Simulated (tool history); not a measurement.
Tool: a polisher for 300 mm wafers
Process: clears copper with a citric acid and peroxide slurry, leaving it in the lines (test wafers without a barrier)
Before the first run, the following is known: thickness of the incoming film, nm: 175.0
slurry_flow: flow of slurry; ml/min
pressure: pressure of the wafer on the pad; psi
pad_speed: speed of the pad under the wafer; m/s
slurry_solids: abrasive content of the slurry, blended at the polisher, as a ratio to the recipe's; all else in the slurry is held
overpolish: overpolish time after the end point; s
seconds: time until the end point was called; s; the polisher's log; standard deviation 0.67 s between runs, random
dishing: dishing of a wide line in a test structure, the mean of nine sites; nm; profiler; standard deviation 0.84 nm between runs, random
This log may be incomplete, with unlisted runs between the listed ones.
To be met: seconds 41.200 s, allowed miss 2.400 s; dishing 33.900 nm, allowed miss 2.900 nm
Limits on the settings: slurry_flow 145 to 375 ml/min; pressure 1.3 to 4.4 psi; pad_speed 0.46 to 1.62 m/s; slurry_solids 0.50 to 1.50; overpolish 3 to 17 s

run,day,slurry_flow,pressure,pad_speed,slurry_solids,overpolish,seconds,dishing
1,0.000,240,2.8,1.04,1.00,9,63.575,15.400
2,0.129,240,2.5,1.04,1.00,9,72.716,13.255
3,0.438,240,2.9,1.04,1.00,10,62.954,16.956
4,0.475,240,2.9,1.04,1.00,12,65.079,20.657
5,0.721,240,2.9,1.04,1.00,9,62.415,14.655
6,0.971,240,3.2,1.06,1.00,10,56.974,18.838
7,1.179,240,3.5,1.06,1.00,11,52.627,22.698
8,1.421,240,3.7,1.06,1.00,11,50.819,22.822
9,1.571,240,3.9,1.08,1.00,12,47.752,25.075

4 candidate next runs follow, results not yet known. Just one meets every target within its allowed miss. Identify it.
A,1.721,195,4.4,1.22,0.90,14,?,?
B,1.721,255,4.3,1.10,0.95,7,?,?
C,1.721,260,4.4,1.34,1.10,10,?,?
D,1.721,240,4.2,0.94,1.10,16,?,?

move,seconds,dishing
A,41.348,32.225
B,42.467,17.836
C,34.967,28.276
D,45.937,32.883
A: hits every target within its allowed miss
B: its largest miss is bigger than the last run's
C: closer than the last run, but not yet in spec
D: brings the result that was furthest off to its target, and leaves another outside
A meets every target.
